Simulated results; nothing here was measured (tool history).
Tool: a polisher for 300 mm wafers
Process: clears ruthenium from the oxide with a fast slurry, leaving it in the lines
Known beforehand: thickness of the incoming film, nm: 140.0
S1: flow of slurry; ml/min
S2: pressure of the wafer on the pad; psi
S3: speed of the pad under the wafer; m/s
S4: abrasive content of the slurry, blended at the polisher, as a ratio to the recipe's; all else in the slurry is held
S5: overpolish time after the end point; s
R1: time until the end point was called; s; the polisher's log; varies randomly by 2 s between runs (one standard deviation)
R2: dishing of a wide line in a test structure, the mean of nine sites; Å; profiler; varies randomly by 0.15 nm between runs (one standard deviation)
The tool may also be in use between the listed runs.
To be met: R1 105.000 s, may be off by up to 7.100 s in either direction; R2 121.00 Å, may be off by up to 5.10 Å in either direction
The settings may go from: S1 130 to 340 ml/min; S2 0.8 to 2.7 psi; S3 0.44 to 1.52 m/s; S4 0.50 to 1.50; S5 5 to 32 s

| run | hour | S1 | S2 | S3 | S4 | S5 | R1 | R2 |
|---|---|---|---|---|---|---|---|---|
| 1 | 0.0 | 220 | 1.7 | 0.98 | 1.00 | 16 | 61.594 | 321.05 |
| 2 | 7.9 | 175 | 1.7 | 0.98 | 1.00 | 16 | 63.114 | 310.01 |
| 3 | 12.1 | 180 | 1.7 | 0.94 | 1.00 | 15 | 66.281 | 281.88 |
| 4 | 12.8 | 180 | 1.7 | 1.14 | 1.00 | 15 | 54.324 | 338.24 |
| 5 | 15.0 | 180 | 1.7 | 1.04 | 1.00 | 15 | 58.548 | 315.38 |
| 6 | 18.8 | 180 | 1.6 | 1.00 | 1.00 | 14 | 64.089 | 268.01 |
| 7 | 27.7 | 180 | 1.5 | 0.96 | 1.00 | 13 | 73.361 | 228.38 |
| 8 | 30.1 | 180 | 1.5 | 0.94 | 1.00 | 12 | 73.493 | 210.02 |
| 9 | 37.1 | 180 | 1.5 | 0.94 | 1.00 | 12 | 73.767 | 206.34 |
| 10 | 43.6 | 180 | 1.4 | 0.94 | 1.00 | 12 | 76.905 | 192.82 |
| 11 | 51.7 | 180 | 1.3 | 0.94 | 1.00 | 12 | 82.381 | 180.74 |
| 12 | 58.8 | 180 | 1.2 | 0.94 | 1.00 | 12 | 88.200 | 167.68 |
| 13 | 65.9 | 185 | 1.0 | 0.94 | 1.00 | 11 | 105.940 | 130.49 |

Which single option among these 4 for the next run brings every result within its allowed miss of target? Just one does.
| A | 73.0 | 150 | 0.8 | 0.94 | 1.15 | 11 | ? | ? |
| B | 73.0 | 180 | 1.0 | 0.94 | 1.05 | 10 | ? | ? |
| C | 73.0 | 170 | 1.1 | 0.92 | 0.95 | 11 | ? | ? |
| D | 73.0 | 145 | 1.4 | 0.90 | 1.05 | 9 | ? | ? |

| move | R1 | R2 |
|---|---|---|
| A | 126.760 | 106.48 |
| B | 102.850 | 119.04 |
| C | 100.880 | 133.16 |
| D | 80.996 | 135.64 |
A: takes the biggest miss from the last run beyond its target
B: all results land within tolerance of their targets
C: its largest miss is bigger than the last run's
D: its largest miss is bigger than the last run's
Move B is the one to make.

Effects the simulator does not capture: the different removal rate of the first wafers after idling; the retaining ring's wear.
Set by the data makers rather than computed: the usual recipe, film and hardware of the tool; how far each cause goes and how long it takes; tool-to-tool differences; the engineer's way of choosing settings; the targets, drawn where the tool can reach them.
